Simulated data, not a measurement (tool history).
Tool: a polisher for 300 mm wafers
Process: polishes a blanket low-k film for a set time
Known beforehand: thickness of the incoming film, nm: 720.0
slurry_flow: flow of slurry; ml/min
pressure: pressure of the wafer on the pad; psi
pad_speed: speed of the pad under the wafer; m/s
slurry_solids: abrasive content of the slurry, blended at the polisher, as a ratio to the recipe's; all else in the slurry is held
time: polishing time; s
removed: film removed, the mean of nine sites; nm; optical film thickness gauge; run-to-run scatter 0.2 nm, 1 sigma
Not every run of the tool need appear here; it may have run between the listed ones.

run	hour	slurry_flow	pressure	pad_speed	slurry_solids	time	removed
1	0	275	1.8	1.06	1	60	21.997
2	6.5	310	1.8	1.06	1	60	21.568
3	9.6	310	1.6	1.04	1	60	20.042
4	11.3	310	1.2	1.04	1	60	15.468
5	17.9	310	1.6	1.04	1	60	19.064
6	26.2	310	1.4	1.02	1	60	17.241

Run 7 has not been measured yet. What should we expect?
7	33	310	1.3	1	1	60	?

For run 7 the tool returned removed 16.394 nm.

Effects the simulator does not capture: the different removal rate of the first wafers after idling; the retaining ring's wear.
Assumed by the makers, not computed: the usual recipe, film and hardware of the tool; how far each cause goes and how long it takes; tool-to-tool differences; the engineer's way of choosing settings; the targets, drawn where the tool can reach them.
